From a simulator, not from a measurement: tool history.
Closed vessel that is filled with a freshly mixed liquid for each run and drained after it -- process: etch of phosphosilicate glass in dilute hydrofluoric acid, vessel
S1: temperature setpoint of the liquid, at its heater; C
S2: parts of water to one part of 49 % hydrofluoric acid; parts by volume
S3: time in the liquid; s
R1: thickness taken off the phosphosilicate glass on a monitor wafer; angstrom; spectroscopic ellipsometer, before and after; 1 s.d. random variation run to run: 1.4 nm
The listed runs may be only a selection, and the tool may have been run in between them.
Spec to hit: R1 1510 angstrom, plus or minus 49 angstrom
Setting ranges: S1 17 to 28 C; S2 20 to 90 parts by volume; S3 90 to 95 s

run	hour	S1	S2	S3	R1
1	0	20	50	90	2078.8
2	2.5	23	50	90	2346.7
3	6.9	22	50	90	2262.5
4	10.2	19.5	50	90	2027.2
5	17.6	19	50	90	1999.7
6	18.7	18.5	50	90	1954.4
7	22.8	18	50	90	1912.3
8	29	17.5	55	90	1682.4
9	38	17	55	90	1673.3

4 candidate next runs follow, results not yet known. Just one meets every target within its allowed miss. Identify it.
A	47	17	60	90	?
B	47	17	50	90	?
C	47	19	55	95	?
D	47	19.5	60	95	?

move	R1
A	1509
B	1831.1
C	1904.3
D	1772.7
A: every result lands within tolerance
B: moves away from the targets compared with the last run
C: moves away from the targets compared with the last run
D: moves away from the targets compared with the last run
So the answer is move A, the one that meets all the targets.
